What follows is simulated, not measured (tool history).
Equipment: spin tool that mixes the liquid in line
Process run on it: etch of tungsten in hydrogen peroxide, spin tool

run  hour  temperature setpoint of the liquid (°C)  concentration of hydrogen peroxide in the mixed liquid (% by weight)  time under the liquid (s)  thickness taken off the tungsten on a monitor wafer (angstrom)
  1     0                                       53                                                                  24.5                         50                                                          651.26
  2   2.5                                       53                                                                  24.5                         55                                                          724.02
  3   6.9                                       53                                                                  27.5                         55                                                          759.35
  4  14.5                                     49.5                                                                  27.5                         55                                                           617.5
  5    18                                     49.5                                                                  27.5                         55                                                           618.8
  6  20.5                                     49.5                                                                    30                         55                                                          644.66
  7  24.1                                       51                                                                    30                         55                                                          702.11
  8  32.5                                       52                                                                    30                         55                                                          748.46
  9  36.3                                       53                                                                    30                         55                                                          799.43
 10  43.9                                       53                                                                    30                         55                                                             797
 11  45.8                                       54                                                                    30                         55                                                          841.49
 12  46.6                                       54                                                                    30                         55                                                          846.11
 13  51.9                                     54.5                                                                    30                         55                                                          869.43
 14  53.3                                       55                                                                    30                         55                                                          900.37

For run 15, what comes out?
 15  61.4                                     55.5                                                                    30                         55                                                               ?

thickness taken off the tungsten on a monitor wafer (angstrom): 923.32
